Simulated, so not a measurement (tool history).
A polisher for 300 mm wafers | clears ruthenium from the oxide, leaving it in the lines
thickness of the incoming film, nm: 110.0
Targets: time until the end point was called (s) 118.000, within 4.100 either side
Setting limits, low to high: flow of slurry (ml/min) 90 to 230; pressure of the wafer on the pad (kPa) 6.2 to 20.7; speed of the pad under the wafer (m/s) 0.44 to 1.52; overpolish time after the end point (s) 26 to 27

run,day,flow of slurry (ml/min),pressure of the wafer on the pad (kPa),speed of the pad under the wafer (m/s),overpolish time after the end point (s),time until the end point was called (s)
1,0.000,150,13.1,0.98,26,97.868
2,0.071,150,16.5,0.98,26,86.032
3,0.129,145,14.5,0.96,26,94.858
4,0.388,145,13.1,0.96,26,102.680
5,0.521,145,14.5,0.96,26,95.115
6,0.771,145,14.5,0.96,27,95.010
7,1.079,145,13.1,0.96,27,101.790
8,1.333,140,12.4,0.96,27,104.510
9,1.604,140,11.7,0.96,27,107.810
10,1.912,140,11.0,0.96,27,110.380

Which single option among these 4 for the next run brings every result within its allowed miss of target? Just one does.
A,2.221,165,9.0,1.00,26,?
B,2.221,135,10.3,0.88,26,?
C,2.221,130,11.0,0.84,26,?
D,2.221,140,11.7,0.80,27,?

move,time until the end point was called (s)
A,116.820
B,125.200
C,126.530
D,125.170
A: every result within its allowed miss
B: takes the biggest miss from the last run beyond its target
C: takes the biggest miss from the last run beyond its target
D: takes the biggest miss from the last run beyond its target
Move A is the one to make.
